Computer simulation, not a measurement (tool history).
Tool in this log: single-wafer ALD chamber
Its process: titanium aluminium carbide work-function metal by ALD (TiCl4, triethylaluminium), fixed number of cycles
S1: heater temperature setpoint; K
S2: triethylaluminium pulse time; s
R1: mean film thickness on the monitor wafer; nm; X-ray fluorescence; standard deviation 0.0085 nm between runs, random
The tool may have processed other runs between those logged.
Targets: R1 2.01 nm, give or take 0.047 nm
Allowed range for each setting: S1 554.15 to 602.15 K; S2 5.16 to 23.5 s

run 1 hour=0 | S1=578.15 S2=14.33 | R1=2.2298
run 2 hour=8.5 | S1=572.15 S2=13.78 | R1=2.1473
run 3 hour=12.1 | S1=576.15 S2=13.78 | R1=2.1981
run 4 hour=20.1 | S1=580.15 S2=13.78 | R1=2.2688
run 5 hour=26.7 | S1=580.15 S2=9.85 | R1=2.2313
run 6 hour=28.3 | S1=580.15 S2=11.85 | R1=2.2262
run 7 hour=30.4 | S1=575.15 S2=11.33 | R1=2.1848
run 8 hour=34.2 | S1=571.15 S2=11.14 | R1=2.142
run 9 hour=36.5 | S1=568.15 S2=10.98 | R1=2.1072
run 10 hour=43 | S1=566.15 S2=10.86 | R1=2.0793

Consider the 4 candidate settings below. Which is the only one whose results all fall within their allowed miss of target?
run A hour=49.5 | S1=559.15 S2=12.81 | R1=?
run B hour=49.5 | S1=571.15 S2=11.09 | R1=?
run C hour=49.5 | S1=577.15 S2=11.69 | R1=?
run D hour=49.5 | S1=575.15 S2=9.15 | R1=?

move=A R1=1.9958
move=B R1=2.1104
move=C R1=2.179
move=D R1=2.1307
A: in spec on every target
B: misses by more than the last run did
C: misses by more than the last run did
D: misses by more than the last run did
Go with A: it meets all targets.
